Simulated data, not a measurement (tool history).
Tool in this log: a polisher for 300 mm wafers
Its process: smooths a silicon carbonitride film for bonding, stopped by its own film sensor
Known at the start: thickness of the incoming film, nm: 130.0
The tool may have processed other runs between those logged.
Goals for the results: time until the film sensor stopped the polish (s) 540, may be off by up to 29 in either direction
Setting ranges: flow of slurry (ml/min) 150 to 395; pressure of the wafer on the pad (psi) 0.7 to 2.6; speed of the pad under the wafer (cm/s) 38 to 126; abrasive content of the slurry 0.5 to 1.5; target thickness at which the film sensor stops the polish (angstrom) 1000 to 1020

run	hour	flow of slurry (ml/min)	pressure of the wafer on the pad (psi)	speed of the pad under the wafer (cm/s)	abrasive content of the slurry	target thickness at which the film sensor stops the polish (angstrom)	time until the film sensor stopped the polish (s)
1	0	250	1.6	82	1	1020	149.68
2	6.7	250	1.4	82	1	1020	176.94
3	14.3	250	1.3	76	0.95	1020	202.11
4	21.7	245	1.2	70	0.9	1020	233.07
5	26.4	240	1.1	66	0.85	1020	275.88
6	29	240	1	62	0.85	1020	312.54
7	35.3	240	1	58	0.85	1020	330.71
8	41.7	240	1	56	0.85	1020	348.2
9	49.3	240	1	54	0.85	1020	360.68
10	58	240	1	52	0.85	1020	367.54
11	59.8	240	1	50	0.85	1020	382.7
12	67.6	240	1	48	0.85	1020	390.99
13	74	240	1	46	0.85	1020	410.91

Of the 4 settings listed for the next run, only one would bring every result within its allowed miss of target. Which one?
A	80.4	215	0.9	48	0.85	1000	?
B	80.4	205	0.8	50	0.95	1000	?
C	80.4	235	1	40	0.8	1020	?
D	80.4	195	0.8	50	0.7	1010	?

move	time until the film sensor stopped the polish (s)
A	466.69
B	483.71
C	464.81
D	535.55
A: an improvement on the last run, though not all results are within tolerance
B: an improvement on the last run, though not all results are within tolerance
C: an improvement on the last run, though not all results are within tolerance
D: all results land within tolerance of their targets
The right move is D.

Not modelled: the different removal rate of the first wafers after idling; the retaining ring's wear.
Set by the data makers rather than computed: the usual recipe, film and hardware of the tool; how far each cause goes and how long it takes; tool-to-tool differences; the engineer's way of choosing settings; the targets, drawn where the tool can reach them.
